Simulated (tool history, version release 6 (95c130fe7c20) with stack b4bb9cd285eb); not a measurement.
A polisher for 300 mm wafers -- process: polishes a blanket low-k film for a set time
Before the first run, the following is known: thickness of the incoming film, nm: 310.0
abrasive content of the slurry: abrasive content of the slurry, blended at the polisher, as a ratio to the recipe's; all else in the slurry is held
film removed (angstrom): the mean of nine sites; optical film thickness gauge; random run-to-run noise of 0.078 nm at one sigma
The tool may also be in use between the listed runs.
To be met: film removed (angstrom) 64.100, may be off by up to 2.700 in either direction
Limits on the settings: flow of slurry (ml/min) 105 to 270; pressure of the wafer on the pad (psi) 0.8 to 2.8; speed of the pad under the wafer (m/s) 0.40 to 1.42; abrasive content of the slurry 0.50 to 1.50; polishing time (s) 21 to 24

run  hour  flow of slurry (ml/min)  pressure of the wafer on the pad (psi)  speed of the pad under the wafer (m/s)  abrasive content of the slurry  polishing time (s)  film removed (angstrom)
  1   0.0                      175                                     1.8                                    0.90                            1.00                  24                   99.635
  2   7.5                      175                                     2.1                                    0.90                            1.00                  24                  114.790
  3  10.6                      175                                     1.8                                    0.90                            1.00                  24                   99.436
  4  18.3                      175                                     1.6                                    0.90                            1.00                  24                   89.205
  5  22.5                      175                                     1.5                                    0.90                            1.00                  24                   85.641
  6  30.7                      175                                     1.4                                    0.90                            1.00                  24                   79.297
  7  33.4                      175                                     1.3                                    0.90                            1.00                  24                   75.140
  8  37.8                      175                                     1.2                                    0.90                            1.00                  24                   69.469

5 next moves are on the table. One of them brings every result within its allowed miss. Which?
  A  42.2                      200                                     1.3                                    0.80                            1.05                  23                        ?
  B  42.2                      165                                     1.3                                    0.98                            1.05                  21                        ?
  C  42.2                      225                                     1.2                                    0.76                            1.30                  24                        ?
  D  42.2                      195                                     1.2                                    1.02                            1.05                  24                        ?
  E  42.2                      245                                     1.1                                    0.82                            1.15                  23                        ?

move  film removed (angstrom)
   A                   68.367
   B                   71.363
   C                   71.569
   D                   80.392
   E                   64.466
A: an improvement on the last run, though not all results are within tolerance
B: the biggest miss grows against the last run
C: the biggest miss grows against the last run
D: the biggest miss grows against the last run
E: every result within its allowed miss
So the answer is move E, the one that meets all the targets.
